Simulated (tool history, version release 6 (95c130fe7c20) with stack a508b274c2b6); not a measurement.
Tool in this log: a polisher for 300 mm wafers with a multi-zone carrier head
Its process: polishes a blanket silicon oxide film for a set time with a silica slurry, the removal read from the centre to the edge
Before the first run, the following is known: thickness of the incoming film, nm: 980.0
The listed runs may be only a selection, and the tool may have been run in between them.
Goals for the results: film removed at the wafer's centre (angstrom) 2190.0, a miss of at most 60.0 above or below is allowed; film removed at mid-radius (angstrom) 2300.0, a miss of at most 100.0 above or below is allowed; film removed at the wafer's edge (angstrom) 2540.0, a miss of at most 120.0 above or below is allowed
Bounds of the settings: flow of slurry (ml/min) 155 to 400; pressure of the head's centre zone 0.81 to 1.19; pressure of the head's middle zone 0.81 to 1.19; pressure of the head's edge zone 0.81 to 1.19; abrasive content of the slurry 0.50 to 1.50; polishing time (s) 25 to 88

run  hour  flow of slurry (ml/min)  pressure of the head's centre zone  pressure of the head's middle zone  pressure of the head's edge zone  abrasive content of the slurry  polishing time (s)  film removed at the wafer's centre (angstrom)  film removed at mid-radius (angstrom)  film removed at the wafer's edge (angstrom)
  1   0.0                      255                                1.00                                1.00                              1.00                            1.00                  56                                         3230.7                                 3286.4                                       3359.9
  2   4.2                      255                                1.00                                1.00                              1.00                            1.00                  47                                         2751.5                                 2785.4                                       2798.3
  3   6.8                      255                                1.00                                1.00                              1.00                            1.00                  59                                         3528.2                                 3444.4                                       3560.8
  4  13.8                      255                                1.00                                0.92                              1.00                            1.00                  59                                         3452.5                                 3196.8                                       3502.8
  5  19.6                      250                                0.97                                0.91                              0.98                            0.90                  59                                         3159.8                                 3029.6                                       3344.7
  6  25.3                      250                                0.93                                0.91                              0.98                            0.90                  59                                         3058.4                                 3012.3                                       3338.1
  7  26.2                      250                                0.92                                0.90                              0.96                            0.85                  59                                         2920.5                                 2946.7                                       3184.9
  8  32.3                      245                                0.91                                0.89                              0.95                            0.80                  59                                         2842.1                                 2762.8                                       3126.3
  9  40.4                      245                                0.89                                0.90                              0.94                            0.75                  59                                         2665.5                                 2711.1                                       2973.6
 10  46.1                      240                                0.88                                0.89                              0.93                            0.70                  59                                         2504.2                                 2617.6                                       2906.8
 11  53.5                      240                                0.87                                0.88                              0.91                            0.70                  59                                         2499.7                                 2543.7                                       2884.3
 12  56.1                      240                                0.87                                0.88                              0.90                            0.70                  59                                         2492.2                                 2565.7                                       2799.2
 13  57.8                      235                                0.86                                0.87                              0.89                            0.70                  59                                         2467.8                                 2576.4                                       2839.8
 14  59.5                      240                                0.85                                0.86                              0.87                            0.50                  58                                         1970.8                                 2054.4                                       2262.1

Which one of the following 5 next-run settings gets every result inside its allowed miss? There is exactly one.
  A  61.2                      290                                1.05                                1.01                              0.81                            0.70                  44                                              ?                                      ?                                            ?
  B  61.2                      220                                0.87                                0.82                              0.91                            0.55                  64                                              ?                                      ?                                            ?
  C  61.2                      260                                1.05                                1.00                              0.81                            0.60                  49                                              ?                                      ?                                            ?
  D  61.2                      230                                1.09                                0.85                              0.81                            0.55                  47                                              ?                                      ?                                            ?
  E  61.2                      265                                0.83                                0.85                              0.82                            0.50                  65                                              ?                                      ?                                            ?

move  film removed at the wafer's centre (angstrom)  film removed at mid-radius (angstrom)  film removed at the wafer's edge (angstrom)
   A                                         2314.0                                 2228.1                                       2090.1
   B                                         2332.3                                 2296.8                                       2692.2
   C                                         2331.9                                 2229.8                                       2116.1
   D                                         2165.6                                 1746.4                                       1909.5
   E                                         2192.0                                 2324.8                                       2537.0
A: takes the result that was furthest off past its target
B: takes the result that was furthest off past its target
C: takes the result that was furthest off past its target
D: puts the biggest miss on target and leaves a different result outside tolerance
E: all results land within tolerance of their targets
Correct choice: E, which meets every target
